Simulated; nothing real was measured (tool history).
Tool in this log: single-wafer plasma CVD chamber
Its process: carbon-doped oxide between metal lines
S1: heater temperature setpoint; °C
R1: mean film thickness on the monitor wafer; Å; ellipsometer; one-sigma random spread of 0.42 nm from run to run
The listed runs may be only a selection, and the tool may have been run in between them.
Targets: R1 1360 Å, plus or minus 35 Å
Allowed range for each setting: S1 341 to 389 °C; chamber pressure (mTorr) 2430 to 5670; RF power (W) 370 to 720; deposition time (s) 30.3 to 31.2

{"run": 1, "hour": 0.0, "S1": 365, "chamber pressure (mTorr)": 4050, "RF power (W)": 545, "deposition time (s)": 30.3, "R1": 1555.9}
{"run": 2, "hour": 8.4, "S1": 366, "chamber pressure (mTorr)": 3920, "RF power (W)": 520, "deposition time (s)": 30.3, "R1": 1506.9}
{"run": 3, "hour": 11.3, "S1": 366, "chamber pressure (mTorr)": 3920, "RF power (W)": 490, "deposition time (s)": 30.3, "R1": 1449.5}
{"run": 4, "hour": 17.0, "S1": 359, "chamber pressure (mTorr)": 3920, "RF power (W)": 490, "deposition time (s)": 30.3, "R1": 1474.4}
{"run": 5, "hour": 18.1, "S1": 360, "chamber pressure (mTorr)": 3820, "RF power (W)": 475, "deposition time (s)": 30.3, "R1": 1437.5}
{"run": 6, "hour": 23.5, "S1": 352, "chamber pressure (mTorr)": 3820, "RF power (W)": 475, "deposition time (s)": 30.3, "R1": 1464}
{"run": 7, "hour": 27.8, "S1": 353, "chamber pressure (mTorr)": 3720, "RF power (W)": 465, "deposition time (s)": 30.3, "R1": 1440.8}
{"run": 8, "hour": 28.4, "S1": 354, "chamber pressure (mTorr)": 3640, "RF power (W)": 455, "deposition time (s)": 30.3, "R1": 1405.4}
{"run": 9, "hour": 37.4, "S1": 354, "chamber pressure (mTorr)": 3640, "RF power (W)": 455, "deposition time (s)": 30.3, "R1": 1411.3}

5 candidate next runs follow, results not yet known. Just one meets every target within its allowed miss. Identify it.
{"run": "A", "hour": 46.4, "S1": 359, "chamber pressure (mTorr)": 4460, "RF power (W)": 455, "deposition time (s)": 30.3, "R1": "?"}
{"run": "B", "hour": 46.4, "S1": 347, "chamber pressure (mTorr)": 3560, "RF power (W)": 380, "deposition time (s)": 30.3, "R1": "?"}
{"run": "C", "hour": 46.4, "S1": 355, "chamber pressure (mTorr)": 3790, "RF power (W)": 475, "deposition time (s)": 30.3, "R1": "?"}
{"run": "D", "hour": 46.4, "S1": 352, "chamber pressure (mTorr)": 3670, "RF power (W)": 435, "deposition time (s)": 30.3, "R1": "?"}
{"run": "E", "hour": 46.4, "S1": 361, "chamber pressure (mTorr)": 3750, "RF power (W)": 465, "deposition time (s)": 31.2, "R1": "?"}

move=A R1=1455
move=B R1=1266.1
move=C R1=1461.4
move=D R1=1382.6
move=E R1=1461.8
A: its largest miss is bigger than the last run's
B: pushes the last run's worst result past its target
C: its largest miss is bigger than the last run's
D: every result within its allowed miss
E: its largest miss is bigger than the last run's
D is the move that brings every result within its allowed miss.

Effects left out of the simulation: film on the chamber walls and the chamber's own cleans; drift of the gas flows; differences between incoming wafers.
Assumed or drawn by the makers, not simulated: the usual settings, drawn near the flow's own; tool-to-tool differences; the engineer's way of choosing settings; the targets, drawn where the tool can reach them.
